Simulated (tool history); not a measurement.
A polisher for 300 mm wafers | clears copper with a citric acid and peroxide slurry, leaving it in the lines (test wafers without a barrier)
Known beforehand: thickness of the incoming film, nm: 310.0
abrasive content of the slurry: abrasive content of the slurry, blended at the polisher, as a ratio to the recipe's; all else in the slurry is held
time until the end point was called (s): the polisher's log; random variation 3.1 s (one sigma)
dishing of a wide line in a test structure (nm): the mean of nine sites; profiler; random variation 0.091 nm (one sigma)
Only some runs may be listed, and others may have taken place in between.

run	hour	flow of slurry (ml/min)	pressure of the wafer on the pad (psi)	speed of the pad under the wafer (m/s)	abrasive content of the slurry	overpolish time after the end point (s)	time until the end point was called (s)	dishing of a wide line in a test structure (nm)
1	0.0	155	2.9	1.12	1.00	12	148.54	20.8360
2	2.3	155	2.9	1.12	0.85	12	152.01	19.3980
3	6.2	155	2.9	1.38	0.85	12	126.22	22.2670
4	8.1	155	3.4	1.38	0.85	12	111.88	25.3240
5	9.7	145	3.0	1.30	0.80	10	135.70	17.9230
6	10.8	135	2.7	1.26	0.75	9	153.38	14.3920
7	13.3	125	2.4	1.22	0.70	8	179.92	11.5300
8	14.2	120	2.2	1.20	0.65	7	201.44	9.2648
9	18.0	115	2.0	1.20	0.60	6	218.32	7.0777
10	22.2	135	1.9	1.18	0.60	6	225.75	7.0489
11	30.9	95	1.3	1.14	0.50	4	337.32	3.0880

Predict the results of run 12:
12	33.3	95	1.3	1.18	0.50	4	?	?

Run 12 gave time until the end point was called (s) 330.07, dishing of a wide line in a test structure (nm) 3.1259.
